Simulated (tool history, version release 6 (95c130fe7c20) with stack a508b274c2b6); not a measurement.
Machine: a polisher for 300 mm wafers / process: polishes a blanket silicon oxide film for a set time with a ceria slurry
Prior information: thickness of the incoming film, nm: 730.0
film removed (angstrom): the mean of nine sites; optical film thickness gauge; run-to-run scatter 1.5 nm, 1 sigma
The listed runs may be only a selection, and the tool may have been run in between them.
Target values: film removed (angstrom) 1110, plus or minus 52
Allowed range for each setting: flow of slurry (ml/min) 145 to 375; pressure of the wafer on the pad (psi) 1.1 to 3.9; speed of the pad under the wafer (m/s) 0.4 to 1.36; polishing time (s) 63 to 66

run  hour  flow of slurry (ml/min)  pressure of the wafer on the pad (psi)  speed of the pad under the wafer (m/s)  polishing time (s)  film removed (angstrom)
  1     0                      240                                     2.5                                    0.88                  63                   1789.5
  2   1.7                      240                                     2.9                                    0.88                  63                   2053.5
  3   5.3                      240                                     2.4                                    0.86                  63                   1681.3
  4   5.9                      240                                     2.4                                    0.86                  66                   1774.4
  5  12.7                      240                                       3                                    0.86                  66                   2106.7
  6  19.6                      240                                     2.4                                    0.82                  66                   1664.9
  7  26.6                      240                                     2.1                                    0.82                  66                   1515.8
  8  29.5                      240                                     1.8                                    0.82                  66                   1323.3
  9  32.3                      240                                     1.3                                     0.8                  66                   1009.7
 10  36.9                      240                                     1.3                                     0.8                  66                   1016.2

Consider the 4 candidate settings below. Which is the only one whose results all fall within their allowed miss of target?
  A  41.5                      230                                     1.6                                    0.68                  63                        ?
  B  41.5                      235                                     1.2                                    0.82                  66                        ?
  C  41.5                      265                                     1.4                                    0.84                  65                        ?
  D  41.5                      215                                     1.1                                    0.92                  64                        ?

move  film removed (angstrom)
   A                   971.29
   B                   965.35
   C                   1110.1
   D                   956.86
A: lands further from the targets than the last run did
B: lands further from the targets than the last run did
C: every result within its allowed miss
D: lands further from the targets than the last run did
The right move is C.

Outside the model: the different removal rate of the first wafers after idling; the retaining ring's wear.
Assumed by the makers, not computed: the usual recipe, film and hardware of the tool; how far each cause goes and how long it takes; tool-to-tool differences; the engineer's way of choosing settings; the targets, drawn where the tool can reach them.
